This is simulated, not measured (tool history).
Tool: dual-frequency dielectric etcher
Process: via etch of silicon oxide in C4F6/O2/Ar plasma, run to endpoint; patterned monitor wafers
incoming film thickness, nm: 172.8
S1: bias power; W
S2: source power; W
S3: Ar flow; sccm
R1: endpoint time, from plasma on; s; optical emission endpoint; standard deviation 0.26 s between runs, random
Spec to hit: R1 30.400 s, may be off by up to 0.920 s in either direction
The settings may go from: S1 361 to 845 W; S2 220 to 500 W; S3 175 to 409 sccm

run 1 hour=0.0 | S1=603 S2=360 S3=292 | R1=37.046
run 2 hour=3.8 | S1=603 S2=420 S3=292 | R1=35.130
run 3 hour=9.6 | S1=655 S2=430 S3=289 | R1=33.065
run 4 hour=10.2 | S1=699 S2=430 S3=289 | R1=32.086
run 5 hour=15.4 | S1=717 S2=430 S3=288 | R1=31.781
run 6 hour=19.9 | S1=717 S2=430 S3=314 | R1=32.859
run 7 hour=24.0 | S1=743 S2=440 S3=313 | R1=32.245
run 8 hour=26.6 | S1=763 S2=450 S3=312 | R1=31.791

Of the 5 settings listed for the next run, only one would bring every result within its allowed miss of target. Which one?
run A hour=29.2 | S1=756 S2=420 S3=337 | R1=?
run B hour=29.2 | S1=795 S2=440 S3=377 | R1=?
run C hour=29.2 | S1=774 S2=430 S3=321 | R1=?
run D hour=29.2 | S1=711 S2=420 S3=325 | R1=?
run E hour=29.2 | S1=690 S2=490 S3=230 | R1=?

move=A R1=32.674
move=B R1=32.133
move=C R1=31.903
move=D R1=33.309
move=E R1=30.387
A: lands further from the targets than the last run did
B: lands further from the targets than the last run did
C: lands further from the targets than the last run did
D: lands further from the targets than the last run did
E: hits every target within its allowed miss
Move E is the one to make.

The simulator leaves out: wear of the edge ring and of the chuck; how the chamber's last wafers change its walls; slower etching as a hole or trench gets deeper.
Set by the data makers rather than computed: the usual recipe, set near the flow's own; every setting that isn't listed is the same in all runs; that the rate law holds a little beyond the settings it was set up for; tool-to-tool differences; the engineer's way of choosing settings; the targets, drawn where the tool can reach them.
